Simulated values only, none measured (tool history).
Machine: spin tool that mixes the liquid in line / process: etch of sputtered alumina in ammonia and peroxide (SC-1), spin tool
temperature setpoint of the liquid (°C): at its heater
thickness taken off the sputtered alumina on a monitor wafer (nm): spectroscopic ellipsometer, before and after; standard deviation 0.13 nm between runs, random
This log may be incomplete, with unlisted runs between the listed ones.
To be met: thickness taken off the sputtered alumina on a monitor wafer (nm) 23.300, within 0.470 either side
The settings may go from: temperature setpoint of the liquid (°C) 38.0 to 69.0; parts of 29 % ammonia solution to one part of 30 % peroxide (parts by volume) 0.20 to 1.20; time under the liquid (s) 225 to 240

run	hour	temperature setpoint of the liquid (°C)	parts of 29 % ammonia solution to one part of 30 % peroxide (parts by volume)	time under the liquid (s)	thickness taken off the sputtered alumina on a monitor wafer (nm)
1	0.0	53.0	1.00	225	19.032
2	5.0	53.5	1.00	225	19.764
3	5.8	53.5	1.00	225	19.685
4	11.2	54.0	1.00	225	20.012
5	13.3	54.0	1.00	225	20.201
6	15.9	60.0	1.00	225	27.560
7	16.6	59.5	1.00	225	26.636
8	22.9	59.0	1.00	225	25.855
9	28.7	58.5	1.00	225	25.735
10	29.7	58.0	1.00	225	24.801
11	34.8	57.5	1.00	225	24.046

Below are 5 possible settings for the next run. Only one of them brings all results inside the allowed miss of their targets. Which is it?
A	39.9	59.5	0.70	225	?
B	39.9	57.0	0.70	240	?
C	39.9	56.5	0.95	240	?
D	39.9	57.5	0.75	235	?
E	39.9	56.5	1.10	225	?

move	thickness taken off the sputtered alumina on a monitor wafer (nm)
A	25.988
B	24.344
C	24.410
D	24.629
E	23.205
A: moves away from the targets compared with the last run
B: moves away from the targets compared with the last run
C: moves away from the targets compared with the last run
D: moves away from the targets compared with the last run
E: all results in spec
E is the move that brings every result within its allowed miss.

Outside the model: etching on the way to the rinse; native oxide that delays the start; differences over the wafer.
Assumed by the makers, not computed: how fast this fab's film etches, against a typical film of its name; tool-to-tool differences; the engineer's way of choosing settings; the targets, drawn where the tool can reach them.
